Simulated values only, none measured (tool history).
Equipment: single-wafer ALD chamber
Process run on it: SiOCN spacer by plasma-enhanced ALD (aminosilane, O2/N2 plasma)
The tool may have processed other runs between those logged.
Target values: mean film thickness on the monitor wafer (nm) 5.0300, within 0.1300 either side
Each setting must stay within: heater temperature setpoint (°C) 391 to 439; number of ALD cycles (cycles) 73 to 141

run,day,heater temperature setpoint (°C),number of ALD cycles (cycles),mean film thickness on the monitor wafer (nm)
1,0.000,415,107,5.9166
2,0.333,416,105,5.8375
3,0.617,417,102,5.6142
4,0.821,424,102,5.4690
5,0.992,424,88,4.7411
6,1.012,424,80,4.2888
7,1.192,423,82,4.4143
8,1.483,422,84,4.5329
9,1.600,421,85,4.6045
10,1.746,420,86,4.6849
# day 1.788: thermocouple changed; heater temperature recalibrated
11,1.788,412,92,5.2183
12,1.921,413,92,5.1769

4 candidate next runs follow, results not yet known. Just one meets every target within its allowed miss. Identify it.
A,2.054,391,86,?
B,2.054,401,93,?
C,2.054,416,98,?
D,2.054,404,93,?

move,mean film thickness on the monitor wafer (nm)
A,5.0568
B,5.4684
C,5.4834
D,5.4280
A: hits every target within its allowed miss
B: its largest miss is bigger than the last run's
C: its largest miss is bigger than the last run's
D: its largest miss is bigger than the last run's
Move A is the one to make.
